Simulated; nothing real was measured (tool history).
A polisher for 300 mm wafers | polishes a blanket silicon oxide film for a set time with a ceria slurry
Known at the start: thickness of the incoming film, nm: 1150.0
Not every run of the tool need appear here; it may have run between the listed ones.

run	hour	flow of slurry (ml/min)	pressure of the wafer on the pad (psi)	speed of the pad under the wafer (m/s)	polishing time (s)	film removed (angstrom)
1	0	245	3.8	1.04	61	2795.5
2	4.1	245	3.8	0.88	61	2449.3
3	5.6	250	4.2	0.88	61	2709.2
4	14.5	250	4.2	1	61	2939.9
5	18.9	225	4.2	1	61	2930.4
6	27	235	4.4	1	61	3078.1

What will run 7 give?
7	29.1	240	4.6	1	61	?

film removed (angstrom): 3213.5
